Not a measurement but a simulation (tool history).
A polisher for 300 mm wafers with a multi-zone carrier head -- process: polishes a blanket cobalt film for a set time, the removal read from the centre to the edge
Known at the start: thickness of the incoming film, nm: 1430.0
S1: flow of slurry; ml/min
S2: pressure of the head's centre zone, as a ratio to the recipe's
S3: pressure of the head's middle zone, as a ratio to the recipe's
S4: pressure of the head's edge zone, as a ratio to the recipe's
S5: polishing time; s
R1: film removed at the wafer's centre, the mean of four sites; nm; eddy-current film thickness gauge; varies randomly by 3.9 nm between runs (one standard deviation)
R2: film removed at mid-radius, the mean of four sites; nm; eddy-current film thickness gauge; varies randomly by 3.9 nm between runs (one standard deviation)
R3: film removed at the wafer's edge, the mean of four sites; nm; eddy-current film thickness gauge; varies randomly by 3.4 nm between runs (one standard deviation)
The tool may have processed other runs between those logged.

run 1 hour=0 | S1=230 S2=1 S3=1 S4=1 S5=89 | R1=416.26 R2=422.44 R3=422.88
run 2 hour=3.7 | S1=230 S2=0.94 S3=1 S4=1 S5=89 | R1=394.36 R2=423.32 R3=421
run 3 hour=10.8 | S1=230 S2=1 S3=1 S4=1 S5=89 | R1=417.14 R2=424.23 R3=425.65
run 4 hour=16.5 | S1=230 S2=0.97 S3=1 S4=1 S5=89 | R1=402.73 R2=424.37 R3=420.3
run 5 hour=21.6 | S1=235 S2=0.97 S3=1.02 S4=1.02 S5=90 | R1=416.51 R2=433.86 R3=430.13
run 6 hour=23.2 | S1=205 S2=0.97 S3=1.02 S4=1.02 S5=90 | R1=400.05 R2=426.17 R3=427.53
run 7 hour=28.2 | S1=210 S2=0.97 S3=1.04 S4=1.04 S5=91 | R1=407.43 R2=435.08 R3=436.65
run 8 hour=29.2 | S1=220 S2=0.97 S3=1.06 S4=1.06 S5=92 | R1=413.23 R2=453.63 R3=444.36
run 9 hour=30.8 | S1=225 S2=0.97 S3=1.07 S4=1.07 S5=93 | R1=421.91 R2=467.73 R3=452.6

For run 10, what comes out?
run 10 hour=36.3 | S1=235 S2=0.97 S3=1.07 S4=1.09 S5=94 | R1=? R2=? R3=?

{"run 10": {"R1": 432.21, "R2": 470.01, "R3": 464.47}}
